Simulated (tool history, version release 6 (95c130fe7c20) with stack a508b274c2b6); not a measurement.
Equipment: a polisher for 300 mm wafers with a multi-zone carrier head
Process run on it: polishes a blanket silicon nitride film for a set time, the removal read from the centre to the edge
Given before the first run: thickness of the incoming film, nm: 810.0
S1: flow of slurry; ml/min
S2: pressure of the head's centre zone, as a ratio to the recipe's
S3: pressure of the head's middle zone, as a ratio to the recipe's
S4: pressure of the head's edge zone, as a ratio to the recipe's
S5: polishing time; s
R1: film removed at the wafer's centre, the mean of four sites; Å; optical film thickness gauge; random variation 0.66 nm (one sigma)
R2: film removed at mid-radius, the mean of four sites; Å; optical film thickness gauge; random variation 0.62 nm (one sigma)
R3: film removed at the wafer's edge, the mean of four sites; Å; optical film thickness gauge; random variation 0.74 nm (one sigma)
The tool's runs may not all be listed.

{"run": 1, "hour": 0.0, "S1": 180, "S2": 1.0, "S3": 1.0, "S4": 1.0, "S5": 34, "R1": 619.29, "R2": 689.51, "R3": 681.02}
{"run": 2, "hour": 1.6, "S1": 180, "S2": 1.0, "S3": 1.0, "S4": 1.04, "S5": 34, "R1": 609.94, "R2": 693.12, "R3": 685.97}
{"run": 3, "hour": 7.2, "S1": 195, "S2": 1.05, "S3": 0.99, "S4": 1.04, "S5": 37, "R1": 714.85, "R2": 743.82, "R3": 754.16}
{"run": 4, "hour": 12.4, "S1": 210, "S2": 1.09, "S3": 1.0, "S4": 1.05, "S5": 39, "R1": 796.04, "R2": 811.31, "R3": 807.72}
{"run": 5, "hour": 19.1, "S1": 225, "S2": 1.12, "S3": 0.99, "S4": 1.05, "S5": 40, "R1": 845.92, "R2": 828.38, "R3": 835.46}
{"run": 6, "hour": 27.6, "S1": 225, "S2": 1.12, "S3": 1.04, "S4": 1.05, "S5": 40, "R1": 835.96, "R2": 863.21, "R3": 821.47}

For run 7, what comes out?
{"run": 7, "hour": 34.5, "S1": 235, "S2": 1.14, "S3": 1.02, "S4": 1.05, "S5": 41, "R1": "?", "R2": "?", "R3": "?"}

For run 7 the tool returned R1 880.16 Å, R2 866.89 Å, R3 866.63 Å.
